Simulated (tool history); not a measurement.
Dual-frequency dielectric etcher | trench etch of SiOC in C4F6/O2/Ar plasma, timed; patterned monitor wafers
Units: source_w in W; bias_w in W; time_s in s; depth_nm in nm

| run | hour | source_w | bias_w | time_s | depth_nm |
|---|---|---|---|---|---|
| 1 | 0.0 | 400 | 189 | 16 | 34.129 |
| 2 | 7.9 | 330 | 189 | 16 | 31.019 |
| 3 | 12.8 | 350 | 190 | 16 | 31.928 |
| 4 | 14.0 | 350 | 190 | 16 | 32.227 |
| 5 | 19.8 | 390 | 190 | 16 | 33.683 |
| 6 | 27.2 | 390 | 211 | 16 | 34.880 |
| 7 | 30.5 | 400 | 211 | 16 | 35.213 |
| 8 | 38.3 | 410 | 211 | 16 | 35.384 |
| 9 | 39.4 | 420 | 211 | 16 | 36.021 |

Forecast run 10:
| 10 | 43.2 | 430 | 211 | 16 | ? |

depth_nm: 36.641 nm
